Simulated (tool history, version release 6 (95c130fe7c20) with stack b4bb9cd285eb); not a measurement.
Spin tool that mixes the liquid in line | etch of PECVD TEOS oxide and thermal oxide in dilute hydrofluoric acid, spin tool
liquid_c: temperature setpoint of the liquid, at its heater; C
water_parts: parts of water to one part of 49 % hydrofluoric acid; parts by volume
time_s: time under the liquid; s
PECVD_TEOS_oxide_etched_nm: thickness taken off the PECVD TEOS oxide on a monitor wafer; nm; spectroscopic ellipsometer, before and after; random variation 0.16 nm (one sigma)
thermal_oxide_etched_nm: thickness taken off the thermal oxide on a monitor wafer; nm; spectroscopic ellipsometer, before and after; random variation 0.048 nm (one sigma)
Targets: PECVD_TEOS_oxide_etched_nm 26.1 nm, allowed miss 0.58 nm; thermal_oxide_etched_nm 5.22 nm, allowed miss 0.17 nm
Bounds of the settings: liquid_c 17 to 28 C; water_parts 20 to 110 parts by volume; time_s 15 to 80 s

run,hour,liquid_c,water_parts,time_s,PECVD_TEOS_oxide_etched_nm,thermal_oxide_etched_nm
1,0,20,60,40,15.46,3.0884
2,8.2,21,60,40,16.075,3.217
3,12.6,21,60,30,12.009,2.4059
4,21,18.5,60,30,10.82,2.1588
5,28,17,60,30,10.095,2.0332
6,33.6,17,60,15,5.1031,1.0297
7,40.1,21,35,30,21.374,4.2889
8,44.1,21.5,35,30,21.803,4.3469
9,46.2,22,35,30,22.307,4.4553
10,54.8,22.5,35,30,22.463,4.6173
11,56.3,23,35,30,23.105,4.6293
12,57.3,23.5,35,30,23.87,4.6818
13,59.3,24,35,30,23.979,4.8131
14,67.8,25,35,30,25.097,5.0625

4 next moves are on the table. One of them brings every result within its allowed miss. Which?
A,76.3,20.5,20,20,?,?
B,76.3,17,35,40,?,?
C,76.3,27,25,20,?,?
D,76.3,24,40,35,?,?

move,PECVD_TEOS_oxide_etched_nm,thermal_oxide_etched_nm
A,24.731,4.8804
B,23.844,4.7054
C,25.855,5.1023
D,24.464,4.8278
A: further off than the last run
B: further off than the last run
C: meets every target
D: further off than the last run
Move C is the one to make.
